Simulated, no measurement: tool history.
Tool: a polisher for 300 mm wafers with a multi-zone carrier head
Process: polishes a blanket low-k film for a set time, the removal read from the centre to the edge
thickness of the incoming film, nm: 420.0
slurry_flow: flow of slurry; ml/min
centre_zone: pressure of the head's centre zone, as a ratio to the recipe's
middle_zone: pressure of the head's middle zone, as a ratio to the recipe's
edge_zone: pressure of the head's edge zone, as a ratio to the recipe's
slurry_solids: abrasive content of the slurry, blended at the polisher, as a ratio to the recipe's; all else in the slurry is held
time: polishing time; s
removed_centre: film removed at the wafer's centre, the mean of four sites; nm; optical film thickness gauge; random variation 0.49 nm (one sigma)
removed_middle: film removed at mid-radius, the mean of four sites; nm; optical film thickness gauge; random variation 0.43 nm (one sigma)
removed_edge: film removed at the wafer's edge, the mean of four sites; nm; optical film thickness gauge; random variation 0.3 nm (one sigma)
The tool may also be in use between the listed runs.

run	hour	slurry_flow	centre_zone	middle_zone	edge_zone	slurry_solids	time	removed_centre	removed_middle	removed_edge
1	0.0	175	1.00	1.00	1.00	1.00	56	25.523	26.083	25.901
2	2.0	145	1.00	1.00	1.00	1.00	56	25.053	25.592	25.370
3	3.2	145	1.07	1.00	1.00	1.00	56	26.728	25.217	25.099
4	8.1	165	1.08	1.05	1.05	1.15	60	31.111	29.978	29.600
5	16.7	165	1.03	1.05	1.05	1.15	60	29.333	30.687	29.976
6	20.1	180	1.06	1.09	1.08	1.25	63	33.521	34.890	33.435
7	20.7	195	1.07	1.11	1.11	1.35	65	36.296	38.206	36.384
8	26.7	200	1.08	1.13	1.13	1.40	67	39.453	40.491	38.149

The next listed run, before its measurement:
# hour 33.1: worn pad replaced by a new one
9	33.1	205	1.07	1.14	1.14	1.45	69	?	?	?

Run 9 gave removed_centre 45.539 nm, removed_middle 48.590 nm, removed_edge 45.079 nm.

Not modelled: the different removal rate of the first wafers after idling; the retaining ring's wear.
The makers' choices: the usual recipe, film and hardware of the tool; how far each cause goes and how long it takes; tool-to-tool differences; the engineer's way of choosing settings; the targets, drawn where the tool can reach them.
